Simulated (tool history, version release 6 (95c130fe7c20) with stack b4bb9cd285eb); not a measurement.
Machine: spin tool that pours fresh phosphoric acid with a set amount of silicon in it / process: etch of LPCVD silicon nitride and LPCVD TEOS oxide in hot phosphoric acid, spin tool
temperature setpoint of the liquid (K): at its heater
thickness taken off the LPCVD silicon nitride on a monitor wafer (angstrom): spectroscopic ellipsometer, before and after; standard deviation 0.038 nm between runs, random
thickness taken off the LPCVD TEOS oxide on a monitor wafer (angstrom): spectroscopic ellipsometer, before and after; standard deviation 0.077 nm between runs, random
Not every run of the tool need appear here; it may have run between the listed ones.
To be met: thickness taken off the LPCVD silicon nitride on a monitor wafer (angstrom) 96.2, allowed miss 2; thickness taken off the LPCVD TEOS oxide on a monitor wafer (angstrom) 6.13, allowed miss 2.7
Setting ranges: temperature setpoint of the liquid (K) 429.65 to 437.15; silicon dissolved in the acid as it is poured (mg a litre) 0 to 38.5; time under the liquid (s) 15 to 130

run  hour  temperature setpoint of the liquid (K)  silicon dissolved in the acid as it is poured (mg a litre)  time under the liquid (s)  thickness taken off the LPCVD silicon nitride on a monitor wafer (angstrom)  thickness taken off the LPCVD TEOS oxide on a monitor wafer (angstrom)
  1     0                                  432.15                                                          17                         65                                                                       52.751                                                                  2.4356
  2   4.5                                  432.15                                                        10.5                         65                                                                       52.515                                                                  2.4316
  3     5                                  432.15                                                        10.5                         80                                                                       64.663                                                                  3.6625
  4  12.3                                  432.15                                                        15.5                         80                                                                       64.453                                                                  2.1682
  5  19.7                                  432.15                                                        15.5                        105                                                                       85.104                                                                  3.0326
  6  23.3                                  432.15                                                        15.5                        125                                                                        101.9                                                                  4.8385
  7  25.3                                  431.65                                                        13.5                        125                                                                       99.201                                                                  4.3502
  8  29.7                                  431.65                                                        10.5                        125                                                                       99.717                                                                  4.5395
  9  30.9                                  431.65                                                         7.5                        125                                                                       99.218                                                                  5.5209

Pick the move, out of 5, that brings all results within their allowed miss; only one does.
  A  32.1                                  433.15                                                         2.5                        125                                                                            ?                                                                       ?
  B  32.1                                  436.15                                                           0                        110                                                                            ?                                                                       ?
  C  32.1                                  431.65                                                         0.5                        120                                                                            ?                                                                       ?
  D  32.1                                  433.65                                                           4                        120                                                                            ?                                                                       ?
  E  32.1                                  429.65                                                        38.5                        130                                                                            ?                                                                       ?

move  thickness taken off the LPCVD silicon nitride on a monitor wafer (angstrom)  thickness taken off the LPCVD TEOS oxide on a monitor wafer (angstrom)
   A                                                                       104.12                                                                  6.8277
   B                                                                       101.27                                                                  7.8494
   C                                                                       95.026                                                                  6.0862
   D                                                                       101.64                                                                  6.6074
   E                                                                       96.182                                                                  1.7182
A: moves away from the targets compared with the last run
B: moves away from the targets compared with the last run
C: meets every target
D: moves away from the targets compared with the last run
E: meets the target for the result that was furthest off, but another lies outside its allowed miss
C is the move that brings every result within its allowed miss.

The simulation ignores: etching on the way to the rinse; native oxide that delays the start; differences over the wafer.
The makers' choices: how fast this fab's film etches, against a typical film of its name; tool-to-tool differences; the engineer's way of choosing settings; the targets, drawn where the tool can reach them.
